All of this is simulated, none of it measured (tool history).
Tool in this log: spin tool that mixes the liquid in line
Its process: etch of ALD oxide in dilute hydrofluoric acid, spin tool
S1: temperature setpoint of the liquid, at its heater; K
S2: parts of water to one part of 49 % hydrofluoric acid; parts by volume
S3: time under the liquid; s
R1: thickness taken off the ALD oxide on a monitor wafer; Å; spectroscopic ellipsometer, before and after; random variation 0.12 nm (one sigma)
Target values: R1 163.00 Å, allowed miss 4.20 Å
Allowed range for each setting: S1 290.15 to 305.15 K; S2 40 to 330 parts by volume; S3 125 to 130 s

run  hour      S1   S2   S3      R1
  1   0.0  297.15  185  125  183.84
  2   4.4  297.15  125  125  293.59
  3  10.8  297.15  125  125  292.47
  4  16.2  297.15   85  125  448.70
  5  17.8  295.65  105  125  333.86
  6  20.5  298.65  105  125  373.99
  7  25.9  296.65  120  125  301.61
  8  34.2  292.65  170  125  171.36
  9  35.7  292.15  170  125  169.13

Pick the move, out of 5, that brings all results within their allowed miss; only one does.
  A  37.2  292.65  165  125   ?
  B  37.2  290.15  155  125   ?
  C  37.2  293.15  180  130   ?
  D  37.2  293.65  190  130   ?
  E  37.2  295.15  190  130   ?

move      R1
   A  176.94
   B  172.01
   C  169.45
   D  162.05
   E  171.64
A: lands further from the targets than the last run did
B: lands further from the targets than the last run did
C: lands further from the targets than the last run did
D: all results in spec
E: lands further from the targets than the last run did
D meets every target.
